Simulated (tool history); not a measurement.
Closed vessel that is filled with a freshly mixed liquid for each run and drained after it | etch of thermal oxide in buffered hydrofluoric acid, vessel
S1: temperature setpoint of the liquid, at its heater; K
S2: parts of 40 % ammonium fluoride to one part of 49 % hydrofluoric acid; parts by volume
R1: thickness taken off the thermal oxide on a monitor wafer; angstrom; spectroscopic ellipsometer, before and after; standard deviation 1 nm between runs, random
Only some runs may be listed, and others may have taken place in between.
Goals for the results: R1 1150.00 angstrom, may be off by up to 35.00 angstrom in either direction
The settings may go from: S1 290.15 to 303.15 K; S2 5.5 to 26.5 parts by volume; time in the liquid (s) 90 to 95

{"run": 1, "hour": 0.0, "S1": 295.15, "S2": 16.0, "time in the liquid (s)": 90, "R1": 586.68}
{"run": 2, "hour": 8.9, "S1": 296.65, "S2": 15.5, "time in the liquid (s)": 90, "R1": 664.72}
{"run": 3, "hour": 13.9, "S1": 297.65, "S2": 15.0, "time in the liquid (s)": 90, "R1": 728.76}
{"run": 4, "hour": 21.1, "S1": 297.65, "S2": 15.0, "time in the liquid (s)": 90, "R1": 717.65}
{"hour": 25.9, "done": "hydrofluoric acid flow meter replaced"}
{"run": 5, "hour": 25.9, "S1": 297.65, "S2": 15.0, "time in the liquid (s)": 90, "R1": 676.91}
{"run": 6, "hour": 29.6, "S1": 298.65, "S2": 14.0, "time in the liquid (s)": 90, "R1": 760.76}
{"run": 7, "hour": 35.3, "S1": 299.65, "S2": 13.0, "time in the liquid (s)": 90, "R1": 860.14}
{"run": 8, "hour": 42.1, "S1": 300.15, "S2": 12.5, "time in the liquid (s)": 90, "R1": 910.77}
{"run": 9, "hour": 46.5, "S1": 300.65, "S2": 12.0, "time in the liquid (s)": 90, "R1": 974.65}
{"run": 10, "hour": 54.7, "S1": 301.15, "S2": 12.0, "time in the liquid (s)": 90, "R1": 999.14}
{"run": 11, "hour": 62.4, "S1": 301.15, "S2": 12.0, "time in the liquid (s)": 90, "R1": 1007.0}
{"run": 12, "hour": 69.7, "S1": 301.65, "S2": 12.0, "time in the liquid (s)": 90, "R1": 1017.6}
{"run": 13, "hour": 78.1, "S1": 302.15, "S2": 12.0, "time in the liquid (s)": 90, "R1": 1061.1}

Consider the 4 candidate settings below. Which is the only one whose results all fall within their allowed miss of target?
{"run": "A", "hour": 86.5, "S1": 302.65, "S2": 14.0, "time in the liquid (s)": 90, "R1": "?"}
{"run": "B", "hour": 86.5, "S1": 302.65, "S2": 13.0, "time in the liquid (s)": 90, "R1": "?"}
{"run": "C", "hour": 86.5, "S1": 299.65, "S2": 9.5, "time in the liquid (s)": 90, "R1": "?"}
{"run": "D", "hour": 86.5, "S1": 303.15, "S2": 14.0, "time in the liquid (s)": 90, "R1": "?"}

move=A R1=926.55
move=B R1=996.23
move=C R1=1132.90
move=D R1=951.26
A: its largest miss is bigger than the last run's
B: its largest miss is bigger than the last run's
C: all results land within tolerance of their targets
D: its largest miss is bigger than the last run's
Move C is the one to make.
